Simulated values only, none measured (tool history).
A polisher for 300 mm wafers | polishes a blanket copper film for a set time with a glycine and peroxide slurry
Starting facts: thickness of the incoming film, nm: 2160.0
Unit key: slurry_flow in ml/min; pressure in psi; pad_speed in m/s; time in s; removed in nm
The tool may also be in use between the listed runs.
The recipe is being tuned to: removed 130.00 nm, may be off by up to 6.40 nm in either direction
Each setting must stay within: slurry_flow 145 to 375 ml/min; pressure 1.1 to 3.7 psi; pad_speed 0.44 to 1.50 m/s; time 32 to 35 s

run  hour  slurry_flow  pressure  pad_speed  time  removed
  1   0.0          240       2.4       0.96    35   164.60
  2   4.9          240       2.4       0.96    32   148.48
  3  11.8          270       2.4       0.96    32   152.64
  4  12.9          250       2.4       0.96    32   151.52
  5  14.1          250       2.4       1.20    32   173.28
  6  17.2          250       2.3       1.18    32   168.44
  7  18.1          250       2.2       1.16    32   160.07
  8  23.0          250       1.6       1.12    32   120.34

Consider the 5 candidate settings below. Which is the only one whose results all fall within their allowed miss of target?
  A  27.9          325       1.4       1.24    35        ?
  B  27.9          255       1.5       0.90    35        ?
  C  27.9          230       1.6       1.02    32        ?
  D  27.9          245       1.6       1.00    33        ?
  E  27.9          265       1.6       1.06    32        ?

move  removed
   A   129.34
   B   110.53
   C   112.55
   D   115.41
   E   116.66
A: every result lands within tolerance
B: lands further from the targets than the last run did
C: lands further from the targets than the last run did
D: lands further from the targets than the last run did
E: lands further from the targets than the last run did
So the answer is move A, the one that meets all the targets.
